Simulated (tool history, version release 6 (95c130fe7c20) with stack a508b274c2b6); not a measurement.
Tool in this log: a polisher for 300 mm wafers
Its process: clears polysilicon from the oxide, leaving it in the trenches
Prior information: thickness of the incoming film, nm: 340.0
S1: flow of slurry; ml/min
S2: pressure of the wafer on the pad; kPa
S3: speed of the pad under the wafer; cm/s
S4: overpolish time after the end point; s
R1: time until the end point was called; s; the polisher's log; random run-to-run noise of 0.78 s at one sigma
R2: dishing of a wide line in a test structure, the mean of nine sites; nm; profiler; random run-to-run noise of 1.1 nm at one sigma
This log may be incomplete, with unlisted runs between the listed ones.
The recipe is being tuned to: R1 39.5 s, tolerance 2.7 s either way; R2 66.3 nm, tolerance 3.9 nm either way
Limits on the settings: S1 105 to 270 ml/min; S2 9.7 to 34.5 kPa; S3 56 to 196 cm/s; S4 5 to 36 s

run  hour   S1    S2   S3  S4      R1      R2
  1     0  175  22.1  126  18  19.466   73.46
  2   5.1  215  22.1  126  18  18.279  70.691
  3  13.6  215  24.1  126  18  16.548  71.366
  4    21  215  26.9  126  18  15.179  72.014
  5  28.1  215  29.6  126  18  14.212  71.811
  6  33.1  235  29.6  126  18  13.313  72.113
  7  37.1  225  23.4  112  16  19.103  72.281
  8  41.7  240  19.3  102  13  22.835  67.708
  9  48.2  235  16.5   94  13  28.739  62.823
 10    52  200  17.2   90  18  29.407  68.323
 11  57.2  195  15.2   88  18   32.57  67.504

Exactly one of the 5 candidate moves below puts every result within its allowed miss. Which one?
  A  62.4  170  13.8   80  21   ?   ?
  B  62.4  190  19.3   94  23   ?   ?
  C  62.4  195  15.2  102  19   ?   ?
  D  62.4  240  15.9   90  17   ?   ?
  E  62.4  210  17.2  116  19   ?   ?

move      R1      R2
   A  38.902  65.189
   B  25.199  70.122
   C  30.117  67.243
   D  30.302  65.746
   E  24.301  69.225
A: all results land within tolerance of their targets
B: its largest miss is bigger than the last run's
C: its largest miss is bigger than the last run's
D: its largest miss is bigger than the last run's
E: its largest miss is bigger than the last run's
Move A is the one to make.
